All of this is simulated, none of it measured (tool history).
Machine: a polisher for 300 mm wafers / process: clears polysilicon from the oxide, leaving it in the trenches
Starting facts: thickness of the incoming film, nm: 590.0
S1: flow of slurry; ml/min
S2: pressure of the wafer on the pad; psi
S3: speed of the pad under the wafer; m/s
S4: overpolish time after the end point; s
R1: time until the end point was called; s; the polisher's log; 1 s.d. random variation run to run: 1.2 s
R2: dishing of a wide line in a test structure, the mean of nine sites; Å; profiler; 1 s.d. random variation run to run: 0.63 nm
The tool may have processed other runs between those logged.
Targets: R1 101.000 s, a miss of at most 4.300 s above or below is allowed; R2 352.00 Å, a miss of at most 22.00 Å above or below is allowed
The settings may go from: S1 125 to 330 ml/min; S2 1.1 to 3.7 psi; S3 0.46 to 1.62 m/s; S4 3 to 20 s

run 1 hour=0.0 | S1=210 S2=2.4 S3=1.04 S4=10 | R1=45.933 R2=418.84
run 2 hour=1.5 | S1=210 S2=2.2 S3=1.00 S4=10 | R1=51.672 R2=400.61
run 3 hour=10.2 | S1=210 S2=2.2 S3=1.00 S4=7 | R1=52.376 R2=362.12
run 4 hour=10.9 | S1=245 S2=2.2 S3=1.00 S4=7 | R1=49.580 R2=368.12
run 5 hour=14.1 | S1=235 S2=2.0 S3=0.98 S4=8 | R1=56.935 R2=355.87
run 6 hour=18.2 | S1=230 S2=1.9 S3=0.96 S4=9 | R1=61.245 R2=358.18
run 7 hour=26.6 | S1=225 S2=1.8 S3=0.94 S4=10 | R1=65.966 R2=385.14
run 8 hour=33.2 | S1=220 S2=1.7 S3=0.92 S4=10 | R1=69.885 R2=368.75
run 9 hour=37.0 | S1=215 S2=1.6 S3=0.90 S4=10 | R1=76.820 R2=356.43
run 10 hour=45.7 | S1=210 S2=1.5 S3=0.90 S4=10 | R1=82.091 R2=343.89
run 11 hour=49.3 | S1=205 S2=1.5 S3=0.90 S4=10 | R1=81.527 R2=331.82
run 12 hour=54.4 | S1=200 S2=1.5 S3=0.90 S4=11 | R1=82.107 R2=346.20
run 13 hour=61.3 | S1=195 S2=1.5 S3=0.90 S4=12 | R1=83.097 R2=359.96
run 14 hour=70.2 | S1=190 S2=1.1 S3=0.88 S4=13 | R1=112.670 R2=330.49
run 15 hour=72.4 | S1=195 S2=1.1 S3=0.88 S4=13 | R1=112.740 R2=332.35

4 candidate next runs follow, results not yet known. Just one meets every target within its allowed miss. Identify it.
run A hour=74.6 | S1=245 S2=1.4 S3=0.64 S4=20 | R1=? R2=?
run B hour=74.6 | S1=205 S2=1.1 S3=1.00 S4=13 | R1=? R2=?
run C hour=74.6 | S1=135 S2=1.3 S3=0.76 S4=15 | R1=? R2=?
run D hour=74.6 | S1=230 S2=1.1 S3=0.84 S4=14 | R1=? R2=?

move=A R1=118.120 R2=383.66
move=B R1=98.808 R2=351.48
move=C R1=118.710 R2=345.74
move=D R1=115.160 R2=340.13
A: lands further from the targets than the last run did
B: meets every target
C: lands further from the targets than the last run did
D: lands further from the targets than the last run did
B meets every target.
